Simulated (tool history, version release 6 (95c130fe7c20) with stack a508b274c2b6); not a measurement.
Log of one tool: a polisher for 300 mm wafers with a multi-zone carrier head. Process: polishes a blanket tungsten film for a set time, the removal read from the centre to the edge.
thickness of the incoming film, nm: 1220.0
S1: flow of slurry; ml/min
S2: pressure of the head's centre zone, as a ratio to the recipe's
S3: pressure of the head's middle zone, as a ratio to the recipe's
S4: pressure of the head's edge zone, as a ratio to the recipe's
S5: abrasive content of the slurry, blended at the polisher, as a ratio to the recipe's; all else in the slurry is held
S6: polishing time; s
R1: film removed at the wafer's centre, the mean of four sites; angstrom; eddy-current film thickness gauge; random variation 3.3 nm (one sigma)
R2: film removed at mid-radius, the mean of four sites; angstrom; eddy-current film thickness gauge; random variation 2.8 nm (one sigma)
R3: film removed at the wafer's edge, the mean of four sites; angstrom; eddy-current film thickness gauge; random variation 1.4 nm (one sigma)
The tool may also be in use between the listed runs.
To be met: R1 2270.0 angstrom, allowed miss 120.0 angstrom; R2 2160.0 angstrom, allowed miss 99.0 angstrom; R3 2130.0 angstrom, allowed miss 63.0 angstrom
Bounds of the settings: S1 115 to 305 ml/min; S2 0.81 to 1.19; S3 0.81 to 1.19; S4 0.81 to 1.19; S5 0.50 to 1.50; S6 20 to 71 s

run	hour	S1	S2	S3	S4	S5	S6	R1	R2	R3
1	0.0	195	1.00	1.00	1.00	1.00	45	1638.6	1569.9	1668.1
2	8.2	205	1.03	1.03	1.02	1.10	46	1717.6	1658.4	1769.2
3	10.9	205	1.03	1.03	1.02	1.30	46	1796.0	1721.4	1817.6
4	12.2	205	1.03	1.03	1.02	1.30	41	1583.3	1517.4	1629.3
5	15.3	215	1.06	1.06	1.02	1.35	43	1737.4	1672.9	1712.6
6	17.1	215	1.06	1.06	1.02	1.50	43	1752.7	1709.5	1784.8
# hour 17.7: edge zone pressure recalibrated
7	17.7	220	1.08	1.08	1.04	1.50	44	1896.6	1770.8	1760.3
8	20.6	225	1.07	1.08	1.04	1.50	46	1926.6	1851.5	1819.3

5 next moves are on the table. One of them brings every result within its allowed miss. Which?
A	23.5	155	0.84	0.83	1.07	1.50	50	?	?	?
B	23.5	170	1.05	0.81	1.06	1.50	56	?	?	?
C	23.5	140	1.06	1.03	0.92	1.35	60	?	?	?
D	23.5	170	1.04	0.90	1.11	1.50	60	?	?	?
E	23.5	195	0.88	1.04	0.95	1.50	54	?	?	?

move	R1	R2	R3
A	1546.4	1573.2	1957.2
B	2205.8	1751.6	2208.2
C	2254.8	2171.7	2132.4
D	2342.2	2046.5	2409.2
E	1824.1	2124.6	2062.1
A: further off than the last run
B: takes the result that was furthest off past its target
C: meets every target
D: takes the result that was furthest off past its target
E: nearer than the last run, and not there yet
The right move is C.
